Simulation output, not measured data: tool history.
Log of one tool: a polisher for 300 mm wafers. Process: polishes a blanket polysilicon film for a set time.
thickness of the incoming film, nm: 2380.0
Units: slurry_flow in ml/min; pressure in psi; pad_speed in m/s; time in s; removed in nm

run	hour	slurry_flow	pressure	pad_speed	time	removed
1	0	275	2.9	1.24	47	447.48
2	5.7	275	2.9	1.24	50	470.27
3	13.5	275	2.9	1.24	50	471.44
4	17.3	275	2.7	1.24	50	444.35
5	18.3	225	2.7	1.24	50	437.67
6	21.1	225	2.6	1.24	50	424.52

The next listed run, before its measurement:
7	28.6	225	2.5	1.24	50	?

removed: 408.46 nm
